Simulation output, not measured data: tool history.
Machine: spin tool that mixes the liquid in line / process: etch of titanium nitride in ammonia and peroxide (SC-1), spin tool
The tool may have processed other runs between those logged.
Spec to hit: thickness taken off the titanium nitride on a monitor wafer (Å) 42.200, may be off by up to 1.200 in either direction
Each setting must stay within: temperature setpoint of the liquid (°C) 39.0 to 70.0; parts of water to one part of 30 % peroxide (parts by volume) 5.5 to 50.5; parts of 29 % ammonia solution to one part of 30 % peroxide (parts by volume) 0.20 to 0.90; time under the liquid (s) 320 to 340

run  hour  temperature setpoint of the liquid (°C)  parts of water to one part of 30 % peroxide (parts by volume)  parts of 29 % ammonia solution to one part of 30 % peroxide (parts by volume)  time under the liquid (s)  thickness taken off the titanium nitride on a monitor wafer (Å)
  1   0.0                                     55.0                                                           28.0                                                                           0.50                        320                                                           83.991
  2   0.7                                     55.0                                                           32.5                                                                           0.50                        320                                                           77.304
  3   1.7                                     53.5                                                           32.5                                                                           0.50                        320                                                           68.947
  4   3.1                                     50.0                                                           32.5                                                                           0.50                        320                                                           54.401
  5   7.6                                     49.5                                                           32.5                                                                           0.50                        320                                                           53.329
  6  15.8                                     49.0                                                           32.5                                                                           0.50                        320                                                           51.592
  7  18.0                                     48.5                                                           32.5                                                                           0.50                        320                                                           49.106
  8  22.8                                     48.0                                                           32.5                                                                           0.50                        320                                                           47.267
  9  31.9                                     47.0                                                           32.5                                                                           0.50                        320                                                           44.731

Consider the 5 candidate settings below. Which is the only one whose results all fall within their allowed miss of target?
  A  41.0                                     47.0                                                           31.5                                                                           0.40                        330                                                                ?
  B  41.0                                     40.0                                                           12.0                                                                           0.55                        320                                                                ?
  C  41.0                                     48.0                                                           43.0                                                                           0.50                        335                                                                ?
  D  41.0                                     47.5                                                           34.0                                                                           0.70                        320                                                                ?
  E  41.0                                     47.0                                                           40.0                                                                           0.35                        340                                                                ?

move  thickness taken off the titanium nitride on a monitor wafer (Å)
   A                                                           43.812
   B                                                           46.389
   C                                                           41.643
   D                                                           46.876
   E                                                           38.317
A: gains on the last run, yet a result remains outside its allowed miss
B: lands further from the targets than the last run did
C: all results in spec
D: lands further from the targets than the last run did
E: takes the biggest miss from the last run beyond its target
Move C is the one to make.
